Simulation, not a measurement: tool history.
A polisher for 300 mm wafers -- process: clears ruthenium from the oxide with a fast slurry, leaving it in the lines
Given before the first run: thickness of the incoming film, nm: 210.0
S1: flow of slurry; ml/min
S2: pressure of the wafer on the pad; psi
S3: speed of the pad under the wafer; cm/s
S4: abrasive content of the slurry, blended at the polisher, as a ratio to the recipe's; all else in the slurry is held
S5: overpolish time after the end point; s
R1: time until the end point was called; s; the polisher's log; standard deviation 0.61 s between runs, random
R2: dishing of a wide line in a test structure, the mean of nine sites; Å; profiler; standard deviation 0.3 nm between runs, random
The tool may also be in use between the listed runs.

Run 1, hour 0.0: S1 145 ml/min, S2 2.9 psi, S3 116 cm/s, S4 1.00, S5 12 s. Result: R1 43.372 s, R2 384.39 Å.
Run 2, hour 3.4: S1 145 ml/min, S2 2.5 psi, S3 116 cm/s, S4 1.00, S5 12 s. Result: R1 49.884 s, R2 358.07 Å.
Run 3, hour 10.9: S1 145 ml/min, S2 2.5 psi, S3 134 cm/s, S4 1.00, S5 12 s. Result: R1 43.167 s, R2 396.83 Å.
Run 4, hour 15.6: S1 145 ml/min, S2 2.2 psi, S3 132 cm/s, S4 1.00, S5 11 s. Result: R1 48.673 s, R2 335.66 Å.
Run 5, hour 22.0: S1 140 ml/min, S2 2.0 psi, S3 132 cm/s, S4 1.00, S5 11 s. Result: R1 53.002 s, R2 330.50 Å.
Run 6, hour 23.2: S1 140 ml/min, S2 2.0 psi, S3 132 cm/s, S4 1.10, S5 11 s. Result: R1 50.542 s, R2 335.11 Å.
Run 7, hour 29.9: S1 125 ml/min, S2 1.4 psi, S3 132 cm/s, S4 1.15, S5 9 s. Result: R1 66.392 s, R2 240.69 Å.
At hour 32.0: head pressure recalibrated.
Run 8, hour 32.0: S1 135 ml/min, S2 1.4 psi, S3 132 cm/s, S4 1.15, S5 9 s. Result: R1 70.497 s, R2 228.21 Å.
Run 9, hour 35.2: S1 100 ml/min, S2 1.7 psi, S3 132 cm/s, S4 1.15, S5 11 s. Result: R1 65.740 s, R2 278.13 Å.
Run 10, hour 38.6: S1 105 ml/min, S2 1.7 psi, S3 132 cm/s, S4 1.15, S5 11 s. Result: R1 66.117 s, R2 275.62 Å.
Run 11, hour 40.4: S1 110 ml/min, S2 1.7 psi, S3 132 cm/s, S4 1.15, S5 11 s. Result: R1 63.831 s, R2 282.85 Å.
Run 12, hour 48.9: S1 115 ml/min, S2 1.7 psi, S3 132 cm/s, S4 1.15, S5 11 s. Result: R1 65.282 s, R2 283.48 Å.
Run 13, hour 55.7: S1 120 ml/min, S2 1.7 psi, S3 132 cm/s, S4 1.15, S5 11 s. Result: R1 62.795 s, R2 283.62 Å.

For run 14, what comes out?
Run 14, hour 64.6: S1 125 ml/min, S2 1.7 psi, S3 132 cm/s, S4 1.15, S5 11 s. Result: R1 ?, R2 ?.

{"run 14": {"R1": 62.184, "R2": 288.27}}
